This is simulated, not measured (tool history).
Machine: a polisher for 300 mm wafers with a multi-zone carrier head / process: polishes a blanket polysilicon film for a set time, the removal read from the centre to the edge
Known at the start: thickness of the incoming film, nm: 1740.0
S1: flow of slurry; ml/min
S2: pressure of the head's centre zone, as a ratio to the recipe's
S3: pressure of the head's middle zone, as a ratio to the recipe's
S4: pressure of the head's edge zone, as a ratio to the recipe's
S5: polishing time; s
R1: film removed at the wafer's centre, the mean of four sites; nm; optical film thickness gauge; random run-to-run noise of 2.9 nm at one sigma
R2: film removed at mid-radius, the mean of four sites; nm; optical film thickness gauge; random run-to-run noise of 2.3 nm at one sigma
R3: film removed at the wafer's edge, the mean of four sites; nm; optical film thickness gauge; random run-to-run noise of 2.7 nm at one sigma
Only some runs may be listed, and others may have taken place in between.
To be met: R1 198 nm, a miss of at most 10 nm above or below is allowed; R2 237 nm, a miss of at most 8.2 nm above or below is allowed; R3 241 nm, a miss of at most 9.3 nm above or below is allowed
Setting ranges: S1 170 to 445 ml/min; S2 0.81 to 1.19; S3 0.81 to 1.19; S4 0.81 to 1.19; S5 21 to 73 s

Run 1, hour 0: S1 285 ml/min, S2 1, S3 1, S4 1, S5 47 s. Result: R1 282.6 nm, R2 279 nm, R3 282.51 nm.
Run 2, hour 3.3: S1 285 ml/min, S2 1, S3 1, S4 1, S5 54 s. Result: R1 324.38 nm, R2 325.45 nm, R3 320.51 nm.
Run 3, hour 10.9: S1 285 ml/min, S2 1, S3 1, S4 1, S5 44 s. Result: R1 262.75 nm, R2 258.49 nm, R3 266.5 nm.
Run 4, hour 14.3: S1 285 ml/min, S2 1, S3 1, S4 0.93, S5 44 s. Result: R1 271.92 nm, R2 258.7 nm, R3 258.3 nm.
Run 5, hour 19.8: S1 280 ml/min, S2 0.96, S3 1, S4 0.94, S5 43 s. Result: R1 245.59 nm, R2 255.02 nm, R3 253.86 nm.
Run 6, hour 28.3: S1 275 ml/min, S2 0.93, S3 0.99, S4 0.94, S5 42 s. Result: R1 231.28 nm, R2 246.61 nm, R3 247.28 nm.
Run 7, hour 30.2: S1 270 ml/min, S2 0.91, S3 0.98, S4 0.94, S5 42 s. Result: R1 229.22 nm, R2 243.72 nm, R3 245 nm.
Run 8, hour 38: S1 265 ml/min, S2 0.89, S3 0.98, S4 0.95, S5 42 s. Result: R1 221.1 nm, R2 243.42 nm, R3 249.81 nm.
Run 9, hour 39.5: S1 265 ml/min, S2 0.87, S3 0.98, S4 0.94, S5 42 s. Result: R1 212.68 nm, R2 246.89 nm, R3 242.46 nm.

Of the 4 settings listed for the next run, only one would bring every result within its allowed miss of target. Which one?
Run A, hour 41: S1 445 ml/min, S2 0.87, S3 1.04, S4 0.95, S5 42 s. Result: R1 ?, R2 ?, R3 ?.
Run B, hour 41: S1 285 ml/min, S2 0.82, S3 1.05, S4 0.81, S5 44 s. Result: R1 ?, R2 ?, R3 ?.
Run C, hour 41: S1 270 ml/min, S2 0.81, S3 0.97, S4 0.93, S5 41 s. Result: R1 ?, R2 ?, R3 ?.
Run D, hour 41: S1 355 ml/min, S2 0.81, S3 1.08, S4 0.85, S5 41 s. Result: R1 ?, R2 ?, R3 ?.

move      R1      R2      R3
   A  228.45  265.79  255.75
   B  214.18   267.4  241.62
   C  195.46  236.91  237.66
   D  202.83  259.64   234.1
A: moves away from the targets compared with the last run
B: moves away from the targets compared with the last run
C: all results in spec
D: meets the target for the result that was furthest off, but another lies outside its allowed miss
So the answer is move C, the one that meets all the targets.
